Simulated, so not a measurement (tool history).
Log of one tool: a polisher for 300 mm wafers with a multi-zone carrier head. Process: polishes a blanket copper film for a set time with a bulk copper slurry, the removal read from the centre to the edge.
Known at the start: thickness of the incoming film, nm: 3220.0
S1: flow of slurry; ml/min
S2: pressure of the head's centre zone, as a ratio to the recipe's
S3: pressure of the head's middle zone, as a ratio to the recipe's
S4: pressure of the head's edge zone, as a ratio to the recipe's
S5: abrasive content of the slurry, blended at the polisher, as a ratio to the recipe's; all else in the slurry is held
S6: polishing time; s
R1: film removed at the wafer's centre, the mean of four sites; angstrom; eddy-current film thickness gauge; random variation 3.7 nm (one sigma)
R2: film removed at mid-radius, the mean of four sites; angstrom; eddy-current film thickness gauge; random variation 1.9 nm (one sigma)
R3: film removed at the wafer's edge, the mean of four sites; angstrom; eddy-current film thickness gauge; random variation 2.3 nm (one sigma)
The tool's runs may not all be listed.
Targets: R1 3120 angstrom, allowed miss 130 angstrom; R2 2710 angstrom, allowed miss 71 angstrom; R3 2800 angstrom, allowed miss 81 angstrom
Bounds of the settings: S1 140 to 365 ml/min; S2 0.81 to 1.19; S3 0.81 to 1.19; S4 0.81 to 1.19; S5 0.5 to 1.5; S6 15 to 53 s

run	day	S1	S2	S3	S4	S5	S6	R1	R2	R3
1	0	235	1	1	1	1	34	1958.3	1950.2	1952
2	0.233	245	1.04	1.01	1.03	1.1	35	2150.7	2108.2	2094.6
3	0.496	270	1.04	1.01	1.03	1.1	35	2208.6	2126.4	2107.7
4	0.746	275	1.07	1.01	1.06	1.2	36	2352.4	2260	2256.1
5	0.908	285	1.1	1	1.08	1.25	37	2542.1	2308.3	2363.2
6	1.179	340	1.1	1	1.08	1.25	37	2590.6	2348.1	2452.9
7	1.329	345	1.12	1.01	1.09	1.3	37	2685.2	2414.9	2485.9
8	1.371	350	1.13	1.01	1.1	1.35	37	2651.5	2421.8	2505
9	1.492	350	1.14	1.01	1.1	1.35	38	2862	2498.7	2540.2
10	1.858	355	1.14	1.01	1.11	1.4	38	2850.5	2527.7	2573.5
11	2.046	355	1.14	1.01	1.12	1.4	38	2879.9	2500.1	2604.8
12	2.233	355	1.14	1.02	1.13	1.4	38	2873.4	2567.7	2635

4 next moves are on the table. One of them brings every result within its allowed miss. Which?
A	2.421	365	1.19	0.87	1.1	1.3	42	?	?	?
B	2.421	365	1.15	1	1.12	1.4	41	?	?	?
C	2.421	320	1.16	1.04	1.08	1.1	40	?	?	?
D	2.421	365	1.07	0.92	1.19	1.2	41	?	?	?

move	R1	R2	R3
A	3252.9	2434.4	2805.7
B	3131	2722.1	2813.3
C	2855.9	2546.8	2505
D	2794.8	2438.5	2791
A: brings the result that was furthest off to its target, and leaves another outside
B: meets every target
C: further off than the last run
D: brings the result that was furthest off to its target, and leaves another outside
Answer: B
